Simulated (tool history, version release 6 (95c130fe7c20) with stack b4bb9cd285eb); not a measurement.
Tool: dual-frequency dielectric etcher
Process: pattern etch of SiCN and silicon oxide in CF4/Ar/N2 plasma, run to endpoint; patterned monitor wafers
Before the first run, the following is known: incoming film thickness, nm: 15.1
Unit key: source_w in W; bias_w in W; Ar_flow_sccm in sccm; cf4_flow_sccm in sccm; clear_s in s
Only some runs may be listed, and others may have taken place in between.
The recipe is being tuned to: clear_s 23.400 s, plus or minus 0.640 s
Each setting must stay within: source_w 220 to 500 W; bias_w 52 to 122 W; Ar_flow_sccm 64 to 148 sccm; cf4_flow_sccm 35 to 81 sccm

run,hour,source_w,bias_w,Ar_flow_sccm,cf4_flow_sccm,clear_s
1,0.0,360,87,106,58,19.231
2,3.3,420,87,106,58,17.124
3,4.7,420,101,106,58,16.080
4,6.1,420,92,106,58,16.729
5,7.0,380,92,106,58,18.022
6,12.4,350,91,106,58,19.380
7,17.0,330,90,106,58,20.655
8,21.7,280,88,106,58,24.054

5 next moves are on the table. One of them brings every result within its allowed miss. Which?
A,26.4,270,87,99,57,?
B,26.4,270,87,95,60,?
C,26.4,250,93,97,56,?
D,26.4,250,103,117,53,?
E,26.4,290,85,102,57,?

move,clear_s
A,24.621
B,24.338
C,25.680
D,25.653
E,23.431
A: misses by more than the last run did
B: misses by more than the last run did
C: misses by more than the last run did
D: misses by more than the last run did
E: every result within its allowed miss
Go with E: it meets all targets.
